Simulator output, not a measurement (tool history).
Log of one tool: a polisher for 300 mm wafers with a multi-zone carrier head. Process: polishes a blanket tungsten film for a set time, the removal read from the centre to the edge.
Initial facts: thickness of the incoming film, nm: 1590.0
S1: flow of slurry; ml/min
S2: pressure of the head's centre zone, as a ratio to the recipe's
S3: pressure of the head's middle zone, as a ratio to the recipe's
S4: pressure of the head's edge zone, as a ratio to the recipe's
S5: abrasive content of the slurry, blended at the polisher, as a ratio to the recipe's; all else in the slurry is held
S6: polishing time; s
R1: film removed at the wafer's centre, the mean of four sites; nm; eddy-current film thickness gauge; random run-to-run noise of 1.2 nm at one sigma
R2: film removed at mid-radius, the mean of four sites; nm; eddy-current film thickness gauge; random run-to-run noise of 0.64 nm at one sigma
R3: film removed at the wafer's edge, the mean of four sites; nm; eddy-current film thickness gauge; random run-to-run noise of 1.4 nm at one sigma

run	hour	S1	S2	S3	S4	S5	S6	R1	R2	R3
1	0.0	290	1.00	1.00	1.00	1.00	34	132.770	134.26	133.37
2	1.9	290	0.94	1.00	1.00	1.00	34	128.550	134.82	133.64
3	4.5	275	0.90	1.00	0.99	0.85	33	112.380	125.02	127.99
4	7.1	215	0.90	1.00	0.99	0.85	33	110.340	122.87	120.65
5	9.0	205	0.89	0.99	0.96	0.75	33	108.340	117.18	117.99
6	12.0	205	0.89	0.95	0.96	0.75	33	109.710	113.17	120.48

Run 7 is up next; what results do you expect?
7	20.3	195	0.88	0.97	0.95	0.70	32	?	?	?

{"run 7": {"R1": 99.938, "R2": 109.23, "R3": 111.7}}

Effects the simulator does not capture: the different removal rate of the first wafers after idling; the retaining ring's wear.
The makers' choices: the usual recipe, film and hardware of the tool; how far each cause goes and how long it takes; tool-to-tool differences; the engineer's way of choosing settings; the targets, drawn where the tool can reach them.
